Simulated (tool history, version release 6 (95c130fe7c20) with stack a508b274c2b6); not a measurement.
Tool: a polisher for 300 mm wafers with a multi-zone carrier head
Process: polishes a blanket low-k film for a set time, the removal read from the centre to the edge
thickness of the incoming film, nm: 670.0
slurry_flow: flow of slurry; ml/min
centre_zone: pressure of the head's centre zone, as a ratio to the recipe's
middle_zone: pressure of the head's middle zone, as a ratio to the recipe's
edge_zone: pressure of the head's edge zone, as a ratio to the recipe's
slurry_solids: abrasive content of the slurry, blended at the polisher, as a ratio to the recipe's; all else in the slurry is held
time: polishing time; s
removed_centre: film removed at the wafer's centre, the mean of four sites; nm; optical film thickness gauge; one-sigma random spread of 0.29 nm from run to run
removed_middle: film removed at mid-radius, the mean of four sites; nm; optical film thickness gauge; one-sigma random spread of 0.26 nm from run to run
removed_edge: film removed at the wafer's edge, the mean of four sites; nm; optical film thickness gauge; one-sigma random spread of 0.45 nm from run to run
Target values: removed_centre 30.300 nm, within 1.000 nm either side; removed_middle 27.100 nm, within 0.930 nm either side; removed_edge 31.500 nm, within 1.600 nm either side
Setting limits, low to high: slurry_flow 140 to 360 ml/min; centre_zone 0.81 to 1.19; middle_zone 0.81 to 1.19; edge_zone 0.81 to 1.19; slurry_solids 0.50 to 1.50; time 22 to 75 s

run 1 hour=0.0 | slurry_flow=230 centre_zone=1.00 middle_zone=1.00 edge_zone=1.00 slurry_solids=1.00 time=48 | removed_centre=21.215 removed_middle=22.743 removed_edge=22.119
run 2 hour=3.8 | slurry_flow=230 centre_zone=1.00 middle_zone=1.00 edge_zone=1.00 slurry_solids=1.00 time=39 | removed_centre=17.286 removed_middle=18.219 removed_edge=17.622
run 3 hour=6.5 | slurry_flow=230 centre_zone=1.00 middle_zone=0.97 edge_zone=1.00 slurry_solids=1.00 time=39 | removed_centre=17.558 removed_middle=17.853 removed_edge=17.633
run 4 hour=12.5 | slurry_flow=230 centre_zone=1.00 middle_zone=0.97 edge_zone=0.93 slurry_solids=1.00 time=39 | removed_centre=17.376 removed_middle=17.474 removed_edge=17.520
run 5 hour=16.5 | slurry_flow=230 centre_zone=1.00 middle_zone=1.00 edge_zone=0.93 slurry_solids=1.00 time=39 | removed_centre=17.198 removed_middle=18.181 removed_edge=17.482
run 6 hour=20.7 | slurry_flow=230 centre_zone=1.00 middle_zone=1.00 edge_zone=0.93 slurry_solids=1.00 time=31 | removed_centre=13.932 removed_middle=14.430 removed_edge=13.896
run 7 hour=22.3 | slurry_flow=225 centre_zone=0.99 middle_zone=0.94 edge_zone=0.95 slurry_solids=1.15 time=37 | removed_centre=17.585 removed_middle=17.972 removed_edge=17.985
run 8 hour=23.6 | slurry_flow=245 centre_zone=1.08 middle_zone=0.84 edge_zone=1.05 slurry_solids=1.40 time=48 | removed_centre=26.783 removed_middle=22.730 removed_edge=27.092
run 9 hour=28.5 | slurry_flow=245 centre_zone=1.08 middle_zone=0.84 edge_zone=1.05 slurry_solids=1.40 time=48 | removed_centre=27.659 removed_middle=22.994 removed_edge=26.474

Exercise: of the 4 proposed moves below, exactly one satisfies all targets within the stated allowed misses. Which move is it?
run A hour=33.4 | slurry_flow=160 centre_zone=0.96 middle_zone=0.88 edge_zone=1.09 slurry_solids=1.50 time=59 | removed_centre=? removed_middle=? removed_edge=?
run B hour=33.4 | slurry_flow=235 centre_zone=0.97 middle_zone=0.81 edge_zone=0.95 slurry_solids=1.45 time=58 | removed_centre=? removed_middle=? removed_edge=?
run C hour=33.4 | slurry_flow=250 centre_zone=1.19 middle_zone=0.84 edge_zone=0.99 slurry_solids=1.50 time=49 | removed_centre=? removed_middle=? removed_edge=?
run D hour=33.4 | slurry_flow=255 centre_zone=1.10 middle_zone=1.04 edge_zone=1.06 slurry_solids=1.15 time=56 | removed_centre=? removed_middle=? removed_edge=?

move=A removed_centre=29.185 removed_middle=29.133 removed_edge=33.727
move=B removed_centre=29.562 removed_middle=27.202 removed_edge=31.755
move=C removed_centre=31.260 removed_middle=24.072 removed_edge=27.694
move=D removed_centre=29.513 removed_middle=29.366 removed_edge=28.924
A: moves the result that the last run missed by most past its target, out the other side
B: hits every target within its allowed miss
C: nearer than the last run, and not there yet
D: moves the result that the last run missed by most past its target, out the other side
Move B is the one to make.

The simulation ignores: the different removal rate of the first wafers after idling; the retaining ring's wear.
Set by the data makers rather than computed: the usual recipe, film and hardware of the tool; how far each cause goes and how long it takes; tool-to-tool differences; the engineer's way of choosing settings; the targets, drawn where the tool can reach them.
